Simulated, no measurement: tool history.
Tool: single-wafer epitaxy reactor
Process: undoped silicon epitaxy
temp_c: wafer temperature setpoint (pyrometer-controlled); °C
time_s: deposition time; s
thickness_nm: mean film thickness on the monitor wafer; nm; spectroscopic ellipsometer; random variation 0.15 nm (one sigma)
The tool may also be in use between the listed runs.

{"run": 1, "hour": 0.0, "temp_c": 665, "time_s": 154, "thickness_nm": 37.68}
{"run": 2, "hour": 5.9, "temp_c": 663, "time_s": 154, "thickness_nm": 35.817}
{"run": 3, "hour": 7.0, "temp_c": 661, "time_s": 154, "thickness_nm": 34.103}
{"run": 4, "hour": 12.2, "temp_c": 657, "time_s": 154, "thickness_nm": 31.15}
{"run": 5, "hour": 14.8, "temp_c": 656, "time_s": 154, "thickness_nm": 30.302}
{"run": 6, "hour": 18.0, "temp_c": 662, "time_s": 154, "thickness_nm": 34.662}
{"run": 7, "hour": 24.2, "temp_c": 660, "time_s": 154, "thickness_nm": 33.339}

Forecast run 8:
{"run": 8, "hour": 31.4, "temp_c": 659, "time_s": 154, "thickness_nm": "?"}

thickness_nm: 32.566 nm

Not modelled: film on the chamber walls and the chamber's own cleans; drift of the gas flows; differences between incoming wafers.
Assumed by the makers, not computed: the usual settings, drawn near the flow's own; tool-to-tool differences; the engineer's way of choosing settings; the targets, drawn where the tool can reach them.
